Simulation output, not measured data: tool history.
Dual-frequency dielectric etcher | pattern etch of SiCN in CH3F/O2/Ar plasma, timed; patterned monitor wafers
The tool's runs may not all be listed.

| run | day | source power (kW) | bias power (kW) | etch time (s) | mean etch depth across the wafer (nm) |
|---|---|---|---|---|---|
| 1 | 0.000 | 0.500 | 0.097 | 47 | 20.048 |
| 2 | 0.100 | 0.500 | 0.089 | 47 | 19.557 |
| 3 | 0.367 | 0.510 | 0.089 | 47 | 19.653 |
| 4 | 0.692 | 0.510 | 0.089 | 43 | 17.903 |
| 5 | 0.917 | 0.560 | 0.089 | 43 | 18.422 |
| 6 | 1.046 | 0.630 | 0.089 | 43 | 18.854 |
| 7 | 1.188 | 0.630 | 0.091 | 43 | 19.043 |

The next listed run, before its measurement:
| 8 | 1.533 | 0.630 | 0.093 | 43 | ? |

Run 8 gave mean etch depth across the wafer (nm) 19.187.
